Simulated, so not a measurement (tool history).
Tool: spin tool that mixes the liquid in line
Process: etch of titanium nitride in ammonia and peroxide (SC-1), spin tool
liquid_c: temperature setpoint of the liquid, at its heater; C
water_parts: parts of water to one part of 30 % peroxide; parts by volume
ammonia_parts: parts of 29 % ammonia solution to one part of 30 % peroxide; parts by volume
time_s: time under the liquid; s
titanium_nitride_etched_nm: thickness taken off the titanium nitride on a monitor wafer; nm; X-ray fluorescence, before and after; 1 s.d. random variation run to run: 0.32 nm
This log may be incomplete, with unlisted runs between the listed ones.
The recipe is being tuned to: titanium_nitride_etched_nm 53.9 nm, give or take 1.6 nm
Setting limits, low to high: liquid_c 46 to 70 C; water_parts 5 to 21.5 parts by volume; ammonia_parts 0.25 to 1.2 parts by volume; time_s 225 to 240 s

| run | day | liquid_c | water_parts | ammonia_parts | time_s | titanium_nitride_etched_nm |
|---|---|---|---|---|---|---|
| 1 | 0 | 62 | 12 | 0.95 | 225 | 28.038 |
| 2 | 0.154 | 62 | 12 | 0.65 | 225 | 26.275 |
| 3 | 0.471 | 62 | 12 | 0.65 | 225 | 25.922 |
| 4 | 0.567 | 64.5 | 10.5 | 0.65 | 225 | 32.903 |
| 5 | 0.888 | 64.5 | 10.5 | 0.4 | 225 | 30.289 |
| 6 | 1.008 | 64.5 | 12.5 | 0.4 | 225 | 27.823 |
| 7 | 1.317 | 66.5 | 10 | 0.4 | 225 | 35.513 |
| 8 | 1.646 | 70 | 5 | 0.45 | 225 | 63.834 |

Next run, 4 choices. One meets every target within its allowed miss, the rest don't. Which?
| A | 1.975 | 68.5 | 5 | 0.3 | 240 | ? |
| B | 1.975 | 68 | 6.5 | 0.6 | 225 | ? |
| C | 1.975 | 68 | 5.5 | 0.5 | 225 | ? |
| D | 1.975 | 64 | 5 | 0.7 | 240 | ? |

| move | titanium_nitride_etched_nm |
|---|---|
| A | 57.443 |
| B | 51.567 |
| C | 54.271 |
| D | 49.357 |
A: moves toward the targets from the last run without getting all of them in spec
B: takes the biggest miss from the last run beyond its target
C: all results in spec
D: takes the biggest miss from the last run beyond its target
Go with C: it meets all targets.

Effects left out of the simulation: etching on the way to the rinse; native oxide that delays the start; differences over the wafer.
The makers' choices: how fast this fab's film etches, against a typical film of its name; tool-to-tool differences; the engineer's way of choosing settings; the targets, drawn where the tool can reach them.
